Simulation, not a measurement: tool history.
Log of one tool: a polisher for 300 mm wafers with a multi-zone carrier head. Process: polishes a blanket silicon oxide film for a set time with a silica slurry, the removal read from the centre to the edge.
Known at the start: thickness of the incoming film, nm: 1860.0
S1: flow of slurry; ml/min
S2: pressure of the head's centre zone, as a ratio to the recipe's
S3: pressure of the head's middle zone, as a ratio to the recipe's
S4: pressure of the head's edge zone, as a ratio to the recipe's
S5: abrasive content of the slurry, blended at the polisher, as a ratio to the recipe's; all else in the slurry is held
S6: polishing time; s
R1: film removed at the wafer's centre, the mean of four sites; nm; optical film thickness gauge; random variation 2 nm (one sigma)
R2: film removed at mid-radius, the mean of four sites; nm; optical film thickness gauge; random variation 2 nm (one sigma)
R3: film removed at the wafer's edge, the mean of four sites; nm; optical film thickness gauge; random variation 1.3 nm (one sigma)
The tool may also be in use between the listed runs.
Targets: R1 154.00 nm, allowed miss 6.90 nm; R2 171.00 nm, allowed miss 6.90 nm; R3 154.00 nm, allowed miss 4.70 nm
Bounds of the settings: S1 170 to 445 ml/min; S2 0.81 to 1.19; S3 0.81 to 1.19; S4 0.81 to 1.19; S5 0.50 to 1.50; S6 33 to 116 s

run  hour   S1    S2    S3    S4    S5  S6      R1      R2      R3
  1   0.0  285  1.00  1.00  1.00  1.00  74  219.54  226.09  215.53
  2   6.1  285  0.99  1.00  0.98  0.90  73  208.61  214.49  203.70
  3  14.4  285  0.99  1.00  0.98  0.75  73  190.55  200.10  191.69
  4  23.0  285  0.99  1.00  0.98  0.60  73  173.91  184.97  173.99
  5  27.8  285  1.03  1.00  0.98  0.60  73  190.91  186.71  173.54
  6  29.6  285  1.03  1.00  0.98  0.50  73  175.24  172.08  163.54
  7  36.4  280  1.02  1.00  0.97  0.50  73  171.63  170.65  165.21
  8  37.6  280  1.02  1.01  0.96  0.50  72  173.10  172.61  162.61
  9  39.7  280  1.02  1.01  0.96  0.50  72  165.59  174.02  160.55

4 next moves are on the table. One of them brings every result within its allowed miss. Which?
  A  41.8  275  0.97  1.06  0.94  0.50  69   ?   ?   ?
  B  41.8  270  1.11  1.04  0.93  0.50  64   ?   ?   ?
  C  41.8  275  0.99  0.98  1.00  0.50  67   ?   ?   ?
  D  41.8  260  0.92  1.06  1.04  0.65  58   ?   ?   ?

move      R1      R2      R3
   A  152.78  169.29  155.28
   B  161.97  154.85  143.13
   C  151.38  156.96  155.40
   D  132.51  154.98  149.43
A: meets every target
B: further off than the last run
C: brings the result that was furthest off to its target, and leaves another outside
D: takes the result that was furthest off past its target
The right move is A.
